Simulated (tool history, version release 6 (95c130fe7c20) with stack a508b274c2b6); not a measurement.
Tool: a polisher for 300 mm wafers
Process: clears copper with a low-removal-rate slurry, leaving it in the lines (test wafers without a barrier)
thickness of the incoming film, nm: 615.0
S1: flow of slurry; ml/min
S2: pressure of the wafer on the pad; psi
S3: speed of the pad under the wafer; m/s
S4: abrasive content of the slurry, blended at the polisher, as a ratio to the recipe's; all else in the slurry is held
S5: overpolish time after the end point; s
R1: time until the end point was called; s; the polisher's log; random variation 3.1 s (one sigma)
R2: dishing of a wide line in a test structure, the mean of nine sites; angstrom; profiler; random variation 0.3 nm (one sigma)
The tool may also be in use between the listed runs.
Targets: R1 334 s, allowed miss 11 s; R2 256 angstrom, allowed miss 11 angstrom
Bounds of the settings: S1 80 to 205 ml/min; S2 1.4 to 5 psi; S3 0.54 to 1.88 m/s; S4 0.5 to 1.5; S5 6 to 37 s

| run | hour | S1 | S2 | S3 | S4 | S5 | R1 | R2 |
|---|---|---|---|---|---|---|---|---|
| 1 | 0 | 135 | 3.2 | 1.2 | 1 | 19 | 177.6 | 376.27 |
| 2 | 3.5 | 130 | 2.8 | 1.2 | 1 | 19 | 197.93 | 350.1 |
| 3 | 7.9 | 130 | 2.8 | 1.32 | 1 | 19 | 180.35 | 371.37 |
| 4 | 13.8 | 125 | 2.5 | 1.26 | 1 | 19 | 209 | 338.61 |
| 5 | 20.6 | 125 | 2.5 | 1.52 | 1 | 19 | 179.53 | 377.2 |
| 6 | 21.6 | 145 | 2.5 | 1.52 | 1 | 19 | 172.45 | 380.98 |
| 7 | 30.5 | 140 | 2.2 | 1.42 | 1 | 19 | 203 | 344.86 |
| 8 | 32 | 135 | 2 | 1.34 | 1 | 19 | 234.75 | 315.23 |
| 9 | 38.8 | 105 | 1.4 | 1.18 | 1 | 20 | 346.88 | 240.01 |
| 10 | 45.4 | 120 | 1.5 | 1.18 | 1 | 21 | 319.67 | 260.2 |

5 next moves are on the table. One of them brings every result within its allowed miss. Which?
| A | 52 | 130 | 1.5 | 1.36 | 0.9 | 18 | ? | ? |
| B | 52 | 100 | 1.7 | 1.06 | 1.05 | 21 | ? | ? |
| C | 52 | 115 | 1.6 | 1.22 | 1.05 | 19 | ? | ? |
| D | 52 | 130 | 1.4 | 1.22 | 1.2 | 19 | ? | ? |
| E | 52 | 95 | 1.9 | 1.1 | 1.05 | 19 | ? | ? |

| move | R1 | R2 |
|---|---|---|
| A | 286.54 | 259.01 |
| B | 330.92 | 262.7 |
| C | 296.8 | 263.52 |
| D | 306.15 | 255.78 |
| E | 299.96 | 263.86 |
A: further off than the last run
B: meets every target
C: further off than the last run
D: further off than the last run
E: further off than the last run
The right move is B.

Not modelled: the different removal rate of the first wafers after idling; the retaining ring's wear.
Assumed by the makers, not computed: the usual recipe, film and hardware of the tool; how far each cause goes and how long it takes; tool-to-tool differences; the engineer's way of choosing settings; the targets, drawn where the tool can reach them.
